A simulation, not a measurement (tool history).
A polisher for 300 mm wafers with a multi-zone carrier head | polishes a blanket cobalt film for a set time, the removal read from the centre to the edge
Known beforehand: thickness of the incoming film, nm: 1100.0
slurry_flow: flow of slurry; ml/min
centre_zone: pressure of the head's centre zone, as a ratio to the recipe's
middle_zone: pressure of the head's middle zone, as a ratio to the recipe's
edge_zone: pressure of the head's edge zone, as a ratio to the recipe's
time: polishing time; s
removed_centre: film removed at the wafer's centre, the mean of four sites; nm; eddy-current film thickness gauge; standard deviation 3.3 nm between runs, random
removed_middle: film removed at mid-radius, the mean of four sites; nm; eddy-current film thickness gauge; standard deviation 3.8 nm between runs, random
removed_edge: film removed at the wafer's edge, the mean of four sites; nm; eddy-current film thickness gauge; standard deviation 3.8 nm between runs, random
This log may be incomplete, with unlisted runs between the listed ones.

{"run": 1, "hour": 0.0, "slurry_flow": 195, "centre_zone": 1.0, "middle_zone": 1.0, "edge_zone": 1.0, "time": 68, "removed_centre": 253.25, "removed_middle": 251.35, "removed_edge": 252.1}
{"run": 2, "hour": 5.3, "slurry_flow": 195, "centre_zone": 1.0, "middle_zone": 1.0, "edge_zone": 1.03, "time": 68, "removed_centre": 249.63, "removed_middle": 250.34, "removed_edge": 255.27}
{"run": 3, "hour": 8.5, "slurry_flow": 195, "centre_zone": 1.0, "middle_zone": 1.0, "edge_zone": 1.03, "time": 58, "removed_centre": 210.94, "removed_middle": 213.83, "removed_edge": 216.95}
{"run": 4, "hour": 10.6, "slurry_flow": 195, "centre_zone": 1.0, "middle_zone": 1.04, "edge_zone": 1.03, "time": 58, "removed_centre": 212.01, "removed_middle": 218.7, "removed_edge": 221.08}
{"run": 5, "hour": 18.7, "slurry_flow": 195, "centre_zone": 0.97, "middle_zone": 1.04, "edge_zone": 1.03, "time": 58, "removed_centre": 208.53, "removed_middle": 224.5, "removed_edge": 218.54}
{"run": 6, "hour": 21.2, "slurry_flow": 195, "centre_zone": 0.97, "middle_zone": 0.96, "edge_zone": 1.03, "time": 58, "removed_centre": 211.51, "removed_middle": 209.43, "removed_edge": 221.06}

Forecast run 7:
{"run": 7, "hour": 25.3, "slurry_flow": 210, "centre_zone": 1.0, "middle_zone": 0.96, "edge_zone": 1.05, "time": 66, "removed_centre": "?", "removed_middle": "?", "removed_edge": "?"}

{"run 7": {"removed_centre": 247.21, "removed_middle": 237.42, "removed_edge": 256.0}}

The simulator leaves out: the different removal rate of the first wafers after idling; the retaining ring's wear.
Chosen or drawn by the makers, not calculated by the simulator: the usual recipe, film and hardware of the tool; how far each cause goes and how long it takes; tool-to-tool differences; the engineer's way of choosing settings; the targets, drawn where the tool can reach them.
